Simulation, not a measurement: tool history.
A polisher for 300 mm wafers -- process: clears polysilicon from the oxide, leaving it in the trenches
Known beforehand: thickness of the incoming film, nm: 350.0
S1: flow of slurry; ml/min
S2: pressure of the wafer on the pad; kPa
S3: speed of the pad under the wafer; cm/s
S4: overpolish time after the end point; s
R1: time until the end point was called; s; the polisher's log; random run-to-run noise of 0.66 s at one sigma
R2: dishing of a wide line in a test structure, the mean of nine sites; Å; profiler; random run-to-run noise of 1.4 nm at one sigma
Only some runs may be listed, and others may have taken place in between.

Run 1, hour 0: S1 275 ml/min, S2 11.7 kPa, S3 78 cm/s, S4 8 s. Result: R1 55.841 s, R2 366.12 Å.
Run 2, hour 1.9: S1 275 ml/min, S2 11.7 kPa, S3 64 cm/s, S4 8 s. Result: R1 67.052 s, R2 312.12 Å.
Run 3, hour 8.9: S1 275 ml/min, S2 11.7 kPa, S3 80 cm/s, S4 8 s. Result: R1 55.111 s, R2 371.62 Å.
Run 4, hour 9.6: S1 275 ml/min, S2 11.7 kPa, S3 80 cm/s, S4 11 s. Result: R1 56.22 s, R2 462.65 Å.
Run 5, hour 11.6: S1 220 ml/min, S2 11.7 kPa, S3 80 cm/s, S4 11 s. Result: R1 57.916 s, R2 466.68 Å.
Run 6, hour 14.8: S1 220 ml/min, S2 11.7 kPa, S3 90 cm/s, S4 11 s. Result: R1 50.916 s, R2 514.26 Å.
Run 7, hour 16.2: S1 220 ml/min, S2 13.1 kPa, S3 90 cm/s, S4 10 s. Result: R1 44.776 s, R2 503.26 Å.

What will run 8 give?
Run 8, hour 18.3: S1 220 ml/min, S2 13.8 kPa, S3 90 cm/s, S4 10 s. Result: R1 ?, R2 ?.

R1: 42.766 s
R2: 515.15 Å
